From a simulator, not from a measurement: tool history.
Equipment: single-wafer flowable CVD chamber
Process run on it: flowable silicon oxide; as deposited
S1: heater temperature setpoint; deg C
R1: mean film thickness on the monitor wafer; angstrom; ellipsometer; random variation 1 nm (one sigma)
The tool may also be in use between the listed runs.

{"run": 1, "hour": 0.0, "S1": 100, "chamber pressure (Pa)": 120.8, "RF power (W)": 1950, "deposition time (s)": 600, "R1": 4218.6}
{"run": 2, "hour": 3.7, "S1": 100, "chamber pressure (Pa)": 120.8, "RF power (W)": 1950, "deposition time (s)": 600, "R1": 4207.9}
{"run": 3, "hour": 6.8, "S1": 100, "chamber pressure (Pa)": 107.6, "RF power (W)": 1950, "deposition time (s)": 600, "R1": 3759.5}
{"run": 4, "hour": 7.6, "S1": 101, "chamber pressure (Pa)": 107.6, "RF power (W)": 1950, "deposition time (s)": 600, "R1": 3626.1}
{"run": 5, "hour": 16.3, "S1": 101, "chamber pressure (Pa)": 107.6, "RF power (W)": 1805, "deposition time (s)": 600, "R1": 3518.7}
{"run": 6, "hour": 21.6, "S1": 96, "chamber pressure (Pa)": 107.6, "RF power (W)": 1805, "deposition time (s)": 600, "R1": 4237.1}
{"hour": 27.8, "done": "capacitance manometer re-zeroed and calibrated"}
{"run": 7, "hour": 27.8, "S1": 104, "chamber pressure (Pa)": 107.3, "RF power (W)": 1805, "deposition time (s)": 600, "R1": 3027.3}

Run 8 has not been measured yet. What should we expect?
{"run": 8, "hour": 34.1, "S1": 103, "chamber pressure (Pa)": 107.3, "RF power (W)": 1805, "deposition time (s)": 600, "R1": "?"}

Run 8 measured R1 3141.1 angstrom.
